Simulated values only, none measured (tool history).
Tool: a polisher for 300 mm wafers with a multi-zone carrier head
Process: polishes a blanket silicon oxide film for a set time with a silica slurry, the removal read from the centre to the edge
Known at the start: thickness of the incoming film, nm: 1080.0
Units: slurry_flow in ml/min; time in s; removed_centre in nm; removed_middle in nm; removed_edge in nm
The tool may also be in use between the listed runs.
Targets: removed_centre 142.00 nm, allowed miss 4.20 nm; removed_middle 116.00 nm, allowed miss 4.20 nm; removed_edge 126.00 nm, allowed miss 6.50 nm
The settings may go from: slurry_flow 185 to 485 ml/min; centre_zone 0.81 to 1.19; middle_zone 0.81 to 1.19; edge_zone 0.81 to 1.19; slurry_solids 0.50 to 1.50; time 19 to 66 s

run	hour	slurry_flow	centre_zone	middle_zone	edge_zone	slurry_solids	time	removed_centre	removed_middle	removed_edge
1	0.0	310	1.00	1.00	1.00	1.00	42	125.62	129.37	124.69
2	3.9	310	1.00	1.00	1.05	1.00	42	127.28	127.05	131.02
3	11.3	310	1.00	0.96	1.05	1.00	42	124.58	123.16	129.59
4	18.9	315	1.03	0.95	1.05	1.00	42	131.67	122.32	129.02
5	27.4	315	1.03	0.95	1.05	1.00	38	117.49	113.84	114.50
# hour 33.7: worn pad replaced by a new one
6	33.7	320	1.05	0.95	1.07	1.00	38	134.92	125.23	128.52
7	36.7	325	1.06	0.92	1.07	1.00	38	134.72	119.45	133.30
8	38.4	325	1.07	0.91	1.04	1.00	38	136.08	122.23	129.78
9	47.0	325	1.08	0.89	1.03	0.95	38	134.11	114.45	126.24
10	51.2	330	1.09	0.88	1.01	0.95	38	137.11	115.13	125.29
11	53.5	330	1.09	0.88	1.01	0.95	38	134.49	112.61	123.41
12	59.0	340	1.09	0.88	1.01	0.95	38	136.03	112.53	125.63
13	61.0	345	1.09	0.88	1.01	0.95	38	133.74	113.53	122.69

5 next moves are on the table. One of them brings every result within its allowed miss. Which?
A	63.0	420	1.09	0.85	0.93	0.95	39	?	?	?
B	63.0	355	1.11	0.96	0.98	0.80	40	?	?	?
C	63.0	340	1.17	0.97	1.03	0.95	34	?	?	?
D	63.0	350	1.07	0.91	1.03	0.95	35	?	?	?
E	63.0	345	1.15	0.87	1.03	1.00	38	?	?	?

move	removed_centre	removed_middle	removed_edge
A	142.26	116.34	125.66
B	132.35	117.63	117.37
C	130.78	111.19	112.29
D	123.35	108.85	115.92
E	147.80	116.87	129.34
A: meets every target
B: further off than the last run
C: further off than the last run
D: further off than the last run
E: takes the result that was furthest off past its target
Move A is the one to make.
